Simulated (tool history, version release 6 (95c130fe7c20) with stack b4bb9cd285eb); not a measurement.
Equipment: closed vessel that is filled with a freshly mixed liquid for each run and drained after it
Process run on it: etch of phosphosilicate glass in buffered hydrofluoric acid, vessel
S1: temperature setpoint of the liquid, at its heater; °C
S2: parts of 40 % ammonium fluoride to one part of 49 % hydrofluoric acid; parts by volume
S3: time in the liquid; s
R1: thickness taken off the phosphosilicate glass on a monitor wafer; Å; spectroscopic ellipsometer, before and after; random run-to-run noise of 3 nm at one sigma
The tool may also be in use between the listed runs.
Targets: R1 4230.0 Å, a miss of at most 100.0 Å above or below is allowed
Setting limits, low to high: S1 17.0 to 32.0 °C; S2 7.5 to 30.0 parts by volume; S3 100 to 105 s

run	hour	S1	S2	S3	R1
1	0.0	24.0	21.0	100	1642.3
2	7.7	24.0	21.0	100	1651.0
3	10.8	25.5	18.0	100	2039.1
4	19.2	27.0	16.0	100	2511.7
5	21.0	27.0	21.0	100	1922.2
6	27.9	28.0	18.5	100	2283.8
7	36.4	29.0	16.5	100	2690.0
8	41.6	29.5	15.0	100	2996.1
9	47.2	30.0	14.0	100	3322.0
10	52.3	30.5	13.5	100	3538.9
11	54.5	30.5	13.5	100	3517.8
12	60.7	31.0	13.0	100	3778.5

Pick the move, out of 5, that brings all results within their allowed miss; only one does.
A	66.9	31.0	12.5	100	?
B	66.9	31.5	13.5	105	?
C	66.9	31.5	12.5	105	?
D	66.9	32.0	12.0	105	?
E	66.9	27.5	12.5	100	?

move	R1
A	3914.9
B	3913.6
C	4219.1
D	4506.0
E	3254.8
A: gains on the last run, yet a result remains outside its allowed miss
B: gains on the last run, yet a result remains outside its allowed miss
C: every result lands within tolerance
D: takes the biggest miss from the last run beyond its target
E: the biggest miss grows against the last run
Correct choice: C, which meets every target
